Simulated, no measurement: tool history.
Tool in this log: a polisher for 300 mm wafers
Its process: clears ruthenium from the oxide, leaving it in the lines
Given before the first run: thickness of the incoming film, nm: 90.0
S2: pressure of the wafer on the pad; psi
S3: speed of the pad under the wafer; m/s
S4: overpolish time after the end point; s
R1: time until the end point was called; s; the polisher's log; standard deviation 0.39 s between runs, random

Run 1, day 0: flow of slurry (ml/min) 150, S2 2.4 psi, S3 0.92 m/s, S4 16 s. Result: R1 81.057 s.
Run 2, day 0.092: flow of slurry (ml/min) 155, S2 2.6 psi, S3 0.92 m/s, S4 16 s. Result: R1 75.015 s.
Run 3, day 0.354: flow of slurry (ml/min) 155, S2 2.7 psi, S3 0.92 m/s, S4 16 s. Result: R1 71.622 s.
Run 4, day 0.596: flow of slurry (ml/min) 155, S2 2.8 psi, S3 0.92 m/s, S4 16 s. Result: R1 71.553 s.
Run 5, day 0.942: flow of slurry (ml/min) 155, S2 2.8 psi, S3 0.72 m/s, S4 16 s. Result: R1 88.423 s.
Run 6, day 1.004: flow of slurry (ml/min) 145, S2 2.8 psi, S3 0.72 m/s, S4 16 s. Result: R1 91.073 s.
Run 7, day 1.142: flow of slurry (ml/min) 185, S2 3.4 psi, S3 0.88 m/s, S4 16 s. Result: R1 60.156 s.
Run 8, day 1.462: flow of slurry (ml/min) 185, S2 3.4 psi, S3 0.9 m/s, S4 16 s. Result: R1 59.233 s.
Run 9, day 1.762: flow of slurry (ml/min) 185, S2 3.4 psi, S3 0.92 m/s, S4 16 s. Result: R1 57.954 s.

Estimate the outcome of run 10 from the log above:
Run 10, day 1.983: flow of slurry (ml/min) 185, S2 3.4 psi, S3 0.94 m/s, S4 16 s. Result: R1 ?.

R1: 55.896 s
